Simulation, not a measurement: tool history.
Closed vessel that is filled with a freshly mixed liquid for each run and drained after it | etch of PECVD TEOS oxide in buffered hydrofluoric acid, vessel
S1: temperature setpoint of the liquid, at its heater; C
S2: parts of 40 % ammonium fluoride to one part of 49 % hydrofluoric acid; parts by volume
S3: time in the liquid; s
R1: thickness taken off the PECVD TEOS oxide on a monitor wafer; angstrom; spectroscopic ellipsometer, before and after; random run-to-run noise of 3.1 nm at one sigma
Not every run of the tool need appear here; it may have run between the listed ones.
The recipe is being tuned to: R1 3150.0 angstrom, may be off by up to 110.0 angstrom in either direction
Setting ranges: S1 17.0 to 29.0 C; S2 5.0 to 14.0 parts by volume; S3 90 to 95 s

run	hour	S1	S2	S3	R1
1	0.0	21.0	8.5	90	2391.7
2	6.7	21.0	9.5	90	2162.5
3	15.0	21.0	11.0	90	1935.9
4	20.4	21.0	11.0	90	1971.5
5	21.7	21.0	12.0	90	1764.4
6	23.1	21.0	10.0	90	2086.3
7	27.3	21.5	10.0	90	2150.6
8	31.4	22.0	10.0	90	2205.2
9	36.3	22.5	10.0	90	2278.1
10	37.7	23.0	10.0	90	2394.2
11	39.8	23.5	10.0	90	2450.2
12	43.3	24.0	10.0	90	2489.2
13	46.6	24.5	10.0	90	2573.8
14	48.6	25.0	10.0	90	2595.7

Pick the move, out of 4, that brings all results within their allowed miss; only one does.
A	50.6	22.0	13.0	95	?
B	50.6	26.0	9.0	95	?
C	50.6	24.5	7.5	95	?
D	50.6	26.5	9.5	90	?

move	R1
A	1830.1
B	3142.0
C	3530.0
D	2955.6
A: misses by more than the last run did
B: every result within its allowed miss
C: takes the biggest miss from the last run beyond its target
D: nearer the targets than the last run, but a result is still out of spec
Move B is the one to make.
